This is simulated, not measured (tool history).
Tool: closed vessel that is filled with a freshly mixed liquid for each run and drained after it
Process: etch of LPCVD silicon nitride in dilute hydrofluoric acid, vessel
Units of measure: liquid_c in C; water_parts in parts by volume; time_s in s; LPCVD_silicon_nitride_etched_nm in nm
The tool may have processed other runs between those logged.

run	hour	liquid_c	water_parts	time_s	LPCVD_silicon_nitride_etched_nm
1	0.0	26.0	135	630	2.2852
2	5.4	25.5	135	630	2.2171
3	7.6	25.5	90	630	3.3279
4	16.1	25.5	90	420	2.2037
5	21.1	25.0	90	420	2.1305
6	28.4	25.0	120	420	1.6184
7	30.6	25.0	120	420	1.6074
8	34.7	25.0	120	420	1.6000
9	42.2	25.0	120	420	1.6085
10	47.2	25.5	120	420	1.6554

Run 11 has not been measured yet. What should we expect?
11	51.3	26.5	120	420	?

For run 11 the tool returned LPCVD_silicon_nitride_etched_nm 1.7804 nm.
